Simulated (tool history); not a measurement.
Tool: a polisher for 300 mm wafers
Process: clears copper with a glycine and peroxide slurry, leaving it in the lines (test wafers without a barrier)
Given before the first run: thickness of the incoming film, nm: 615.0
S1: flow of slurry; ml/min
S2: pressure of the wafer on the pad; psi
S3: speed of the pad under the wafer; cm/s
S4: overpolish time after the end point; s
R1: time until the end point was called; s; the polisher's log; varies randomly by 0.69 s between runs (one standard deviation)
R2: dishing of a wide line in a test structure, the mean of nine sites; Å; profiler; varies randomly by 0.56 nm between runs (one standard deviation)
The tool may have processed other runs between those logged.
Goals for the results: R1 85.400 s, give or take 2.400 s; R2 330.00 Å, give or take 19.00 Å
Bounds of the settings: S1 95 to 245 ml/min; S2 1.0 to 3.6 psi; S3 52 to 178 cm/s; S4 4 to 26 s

run  hour   S1   S2   S3  S4       R1      R2
  1   0.0  155  2.3  114  13  109.920  437.93
  2   2.6  155  2.3  114  17  109.500  539.53
  3  10.2  165  2.4  114  14  106.870  482.15
  4  12.0  180  2.4  114  14  105.570  474.35
  5  20.1  180  2.4  128  14   94.847  514.50
  6  21.6  215  2.4  128  14   94.582  522.25
  7  28.4  215  2.5  128  12   90.728  475.27
  8  31.7  215  2.5  128  10   91.353  416.73
  9  39.6  215  2.5  128   9   92.213  376.59
 10  45.1  215  2.5  128   8   92.175  343.65
 11  52.2  215  2.6  128   7   88.792  311.61
 12  52.7  215  2.7  128   7   88.001  323.04

Of the 5 settings listed for the next run, only one would bring every result within its allowed miss of target. Which one?
  A  53.2  225  2.1  144   7   ?   ?
  B  53.2  225  3.5  104   7   ?   ?
  C  53.2  180  3.2  122   7   ?   ?
  D  53.2  225  2.5  126   8   ?   ?
  E  53.2  185  2.8  118   7   ?   ?

move      R1      R2
   A  90.490  318.41
   B  90.452  323.55
   C  85.578  337.50
   D  92.727  350.90
   E  94.504  309.79
A: the biggest miss grows against the last run
B: the biggest miss grows against the last run
C: every result within its allowed miss
D: the biggest miss grows against the last run
E: the biggest miss grows against the last run
Answer: C
